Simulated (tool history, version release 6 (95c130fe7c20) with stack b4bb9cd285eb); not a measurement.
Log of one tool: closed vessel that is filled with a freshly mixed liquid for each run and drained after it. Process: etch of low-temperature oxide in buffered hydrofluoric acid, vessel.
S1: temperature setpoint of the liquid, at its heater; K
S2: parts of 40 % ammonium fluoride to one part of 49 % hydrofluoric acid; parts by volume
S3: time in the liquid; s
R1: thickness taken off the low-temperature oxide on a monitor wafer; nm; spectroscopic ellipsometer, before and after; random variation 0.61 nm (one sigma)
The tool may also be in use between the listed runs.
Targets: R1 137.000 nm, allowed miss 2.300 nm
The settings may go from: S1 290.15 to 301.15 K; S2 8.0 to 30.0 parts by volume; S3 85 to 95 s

run	hour	S1	S2	S3	R1
1	0.0	293.15	22.5	85	59.694
2	9.0	294.65	20.5	85	68.384
3	16.3	294.65	20.5	95	77.001
4	21.4	295.65	18.5	95	89.564
5	22.6	296.65	18.0	95	97.226
6	29.3	295.15	18.0	95	89.243
7	35.6	296.15	17.5	95	96.607
8	42.7	297.15	17.0	95	105.310
9	49.1	298.15	17.0	95	111.350
10	51.8	298.65	17.0	95	114.240

Which of these 4 next moves meets every target?
A	54.5	299.65	19.5	95	?
B	54.5	297.15	16.5	85	?
C	54.5	297.65	19.5	90	?
D	54.5	297.15	13.0	95	?

move	R1
A	105.160
B	96.843
C	89.384
D	136.790
A: further off than the last run
B: further off than the last run
C: further off than the last run
D: meets every target
The right move is D.

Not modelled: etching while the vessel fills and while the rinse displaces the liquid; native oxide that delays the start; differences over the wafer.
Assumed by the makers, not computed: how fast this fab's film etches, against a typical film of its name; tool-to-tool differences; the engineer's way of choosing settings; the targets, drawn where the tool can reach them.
